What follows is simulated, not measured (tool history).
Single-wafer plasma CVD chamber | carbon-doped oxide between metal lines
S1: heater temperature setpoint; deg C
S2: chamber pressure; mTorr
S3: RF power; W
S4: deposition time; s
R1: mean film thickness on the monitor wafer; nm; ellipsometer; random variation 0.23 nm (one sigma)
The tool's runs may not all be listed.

{"run": 1, "hour": 0.0, "S1": 340, "S2": 5930, "S3": 450, "S4": 15.4, "R1": 86.831}
{"run": 2, "hour": 2.8, "S1": 332, "S2": 5930, "S3": 450, "S4": 15.4, "R1": 89.027}
{"run": 3, "hour": 9.1, "S1": 332, "S2": 6510, "S3": 450, "S4": 15.4, "R1": 89.544}
{"run": 4, "hour": 17.7, "S1": 334, "S2": 6400, "S3": 430, "S4": 15.4, "R1": 84.68}
{"run": 5, "hour": 20.4, "S1": 336, "S2": 6380, "S3": 420, "S4": 15.4, "R1": 82.93}
{"run": 6, "hour": 26.4, "S1": 338, "S2": 6340, "S3": 410, "S4": 15.4, "R1": 80.724}
{"run": 7, "hour": 32.5, "S1": 350, "S2": 5150, "S3": 340, "S4": 15.3, "R1": 62.031}
{"run": 8, "hour": 40.5, "S1": 348, "S2": 5210, "S3": 340, "S4": 15.3, "R1": 62.257}
{"run": 9, "hour": 43.6, "S1": 346, "S2": 5280, "S3": 340, "S4": 15.3, "R1": 62.831}
{"run": 10, "hour": 44.1, "S1": 344, "S2": 5360, "S3": 340, "S4": 15.3, "R1": 63.407}
{"run": 11, "hour": 52.0, "S1": 343, "S2": 5440, "S3": 340, "S4": 15.3, "R1": 63.287}

Forecast run 12:
{"run": 12, "hour": 59.2, "S1": 343, "S2": 5440, "S3": 340, "S4": 15.3, "R1": "?"}

Run 12 gave R1 63.789 nm.
